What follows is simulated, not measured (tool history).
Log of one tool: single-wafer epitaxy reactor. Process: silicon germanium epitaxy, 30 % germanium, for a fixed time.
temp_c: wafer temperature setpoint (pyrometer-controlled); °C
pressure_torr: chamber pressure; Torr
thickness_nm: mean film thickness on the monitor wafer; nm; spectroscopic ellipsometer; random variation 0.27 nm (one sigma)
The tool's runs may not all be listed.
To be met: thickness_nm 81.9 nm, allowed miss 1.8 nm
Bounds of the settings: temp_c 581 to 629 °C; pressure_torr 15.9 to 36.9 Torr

run  hour  temp_c  pressure_torr  thickness_nm
  1     0     605           26.4        66.341
  2   2.1     606           26.4        67.407
  3   9.8     607           26.4        68.946
  4  14.3     607           24.7        66.402
  5  16.9     608           24.7        67.503
  6  24.6     604           24.7        63.452
  7  30.3     606           24.8        65.641
  8  34.7     607           24.8        66.771
  9  35.7     608           24.8        67.353

Which of these 4 next moves meets every target?
  A  36.7     622           30.4             ?
  B  36.7     618           26.7             ?
  C  36.7     613           28.3             ?
  D  36.7     619           28.4             ?

move  thickness_nm
   A        93.175
   B        82.117
   C        78.172
   D        86.014
A: takes the result that was furthest off past its target
B: meets every target
C: nearer than the last run, and not there yet
D: takes the result that was furthest off past its target
Answer: B

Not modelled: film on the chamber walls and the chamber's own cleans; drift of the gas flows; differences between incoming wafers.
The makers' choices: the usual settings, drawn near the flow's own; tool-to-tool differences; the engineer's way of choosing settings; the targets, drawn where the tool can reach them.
